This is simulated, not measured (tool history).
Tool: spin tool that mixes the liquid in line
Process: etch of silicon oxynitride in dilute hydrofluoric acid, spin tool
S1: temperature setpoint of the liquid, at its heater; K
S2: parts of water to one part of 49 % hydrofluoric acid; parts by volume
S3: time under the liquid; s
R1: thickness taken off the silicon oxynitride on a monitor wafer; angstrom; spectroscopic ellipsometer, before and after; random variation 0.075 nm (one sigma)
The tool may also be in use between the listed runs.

run  hour      S1  S2   S3      R1
  1     0  293.15  50  180  102.31
  2   8.7  293.15  65  180  77.712
  3  10.6  291.15  65  180  69.945
  4  17.5  291.15  55  180   83.64
     25.9  -- thermometer replaced
  5  25.9  293.15  55  180  100.74
  6  30.7  294.15  55  180  106.63
  7  34.2  294.65  55  180  108.49

Run 8 comes next. What will it give?
  8  35.6  295.15  55  180   ?

Run 8 gave R1 112.22 angstrom.

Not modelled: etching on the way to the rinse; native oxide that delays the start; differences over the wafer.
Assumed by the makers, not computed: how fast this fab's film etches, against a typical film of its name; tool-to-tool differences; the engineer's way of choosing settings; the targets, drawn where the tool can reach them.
